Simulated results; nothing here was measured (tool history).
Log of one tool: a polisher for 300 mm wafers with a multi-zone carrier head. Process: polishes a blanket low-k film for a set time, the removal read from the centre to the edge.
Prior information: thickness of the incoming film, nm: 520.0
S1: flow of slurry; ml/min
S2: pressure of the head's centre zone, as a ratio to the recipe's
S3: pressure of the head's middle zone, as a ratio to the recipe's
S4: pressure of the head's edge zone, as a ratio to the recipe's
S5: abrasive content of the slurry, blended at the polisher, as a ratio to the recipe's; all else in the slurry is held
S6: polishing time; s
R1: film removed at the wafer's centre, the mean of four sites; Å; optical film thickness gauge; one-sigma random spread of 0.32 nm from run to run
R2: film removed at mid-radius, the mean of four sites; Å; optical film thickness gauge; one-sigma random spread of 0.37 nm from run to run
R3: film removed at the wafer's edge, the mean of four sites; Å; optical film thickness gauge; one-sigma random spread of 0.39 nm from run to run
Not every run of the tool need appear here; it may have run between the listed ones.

{"run": 1, "hour": 0.0, "S1": 165, "S2": 1, "S3": 1, "S4": 1, "S5": 1, "S6": 61, "R1": 200.84, "R2": 196.07, "R3": 193.57}
{"run": 2, "hour": 4.7, "S1": 165, "S2": 1.07, "S3": 1, "S4": 1, "S5": 1, "S6": 61, "R1": 208.95, "R2": 192.76, "R3": 201.86}
{"run": 3, "hour": 5.8, "S1": 170, "S2": 1.07, "S3": 1.02, "S4": 1, "S5": 1.05, "S6": 61, "R1": 219.58, "R2": 198.91, "R3": 210.02}
{"run": 4, "hour": 8.7, "S1": 170, "S2": 1.07, "S3": 0.97, "S4": 1, "S5": 1.05, "S6": 61, "R1": 220.96, "R2": 193.8, "R3": 203.98}
{"run": 5, "hour": 14.8, "S1": 195, "S2": 1.07, "S3": 0.97, "S4": 1, "S5": 1.05, "S6": 61, "R1": 222.6, "R2": 201.37, "R3": 211.13}
{"run": 6, "hour": 18.0, "S1": 200, "S2": 1.07, "S3": 0.99, "S4": 0.99, "S5": 1.1, "S6": 61, "R1": 236.04, "R2": 208.02, "R3": 212.92}
{"run": 7, "hour": 24.8, "S1": 205, "S2": 1.06, "S3": 1.01, "S4": 1, "S5": 1.1, "S6": 61, "R1": 232.71, "R2": 211.7, "R3": 213.5}
{"run": 8, "hour": 33.0, "S1": 205, "S2": 1.06, "S3": 1.01, "S4": 1, "S5": 1.1, "S6": 61, "R1": 227.48, "R2": 214.26, "R3": 217.43}

Run 9 is up next; what results do you expect?
{"run": 9, "hour": 36.3, "S1": 210, "S2": 1.06, "S3": 1.02, "S4": 0.99, "S5": 1.15, "S6": 61, "R1": "?", "R2": "?", "R3": "?"}

Run 9 measured R1 242.25 Å, R2 216.26 Å, R3 220.36 Å.
